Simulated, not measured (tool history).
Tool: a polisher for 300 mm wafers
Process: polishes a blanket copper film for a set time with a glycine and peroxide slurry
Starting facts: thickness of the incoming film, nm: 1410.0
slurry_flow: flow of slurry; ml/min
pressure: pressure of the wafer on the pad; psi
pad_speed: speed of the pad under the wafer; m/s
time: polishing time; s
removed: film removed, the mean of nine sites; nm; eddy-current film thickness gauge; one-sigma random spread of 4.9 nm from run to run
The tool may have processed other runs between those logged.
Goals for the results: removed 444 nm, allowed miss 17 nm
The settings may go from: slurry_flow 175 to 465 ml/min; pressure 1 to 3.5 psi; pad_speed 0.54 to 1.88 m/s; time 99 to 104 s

{"run": 1, "day": 0.0, "slurry_flow": 295, "pressure": 2.2, "pad_speed": 1.2, "time": 99, "removed": 544.6}
{"run": 2, "day": 0.279, "slurry_flow": 295, "pressure": 2.1, "pad_speed": 1.2, "time": 99, "removed": 537.28}
{"run": 3, "day": 0.517, "slurry_flow": 295, "pressure": 2.1, "pad_speed": 1.2, "time": 104, "removed": 555.14}
{"run": 4, "day": 0.838, "slurry_flow": 295, "pressure": 2, "pad_speed": 1.2, "time": 104, "removed": 541.05}
{"run": 5, "day": 1.196, "slurry_flow": 295, "pressure": 2, "pad_speed": 1.2, "time": 99, "removed": 511.09}
{"run": 6, "day": 1.55, "slurry_flow": 295, "pressure": 2.3, "pad_speed": 1.2, "time": 99, "removed": 558.85}
{"run": 7, "day": 1.792, "slurry_flow": 295, "pressure": 2.2, "pad_speed": 1.2, "time": 99, "removed": 548.63}
{"run": 8, "day": 2.108, "slurry_flow": 295, "pressure": 2.1, "pad_speed": 1.2, "time": 99, "removed": 533.06}
{"run": 9, "day": 2.404, "slurry_flow": 295, "pressure": 1.5, "pad_speed": 1.18, "time": 99, "removed": 401.13}

Exactly one of the 4 candidate moves below puts every result within its allowed miss. Which one?
{"run": "A", "day": 2.7, "slurry_flow": 210, "pressure": 1.3, "pad_speed": 1.12, "time": 99, "removed": "?"}
{"run": "B", "day": 2.7, "slurry_flow": 235, "pressure": 1.6, "pad_speed": 1.2, "time": 104, "removed": "?"}
{"run": "C", "day": 2.7, "slurry_flow": 385, "pressure": 1.4, "pad_speed": 1.02, "time": 99, "removed": "?"}
{"run": "D", "day": 2.7, "slurry_flow": 230, "pressure": 1.6, "pad_speed": 1.3, "time": 104, "removed": "?"}

move=A removed=354.59
move=B removed=452.43
move=C removed=359.15
move=D removed=480.85
A: its largest miss is bigger than the last run's
B: every result within its allowed miss
C: its largest miss is bigger than the last run's
D: takes the result that was furthest off past its target
Go with B: it meets all targets.
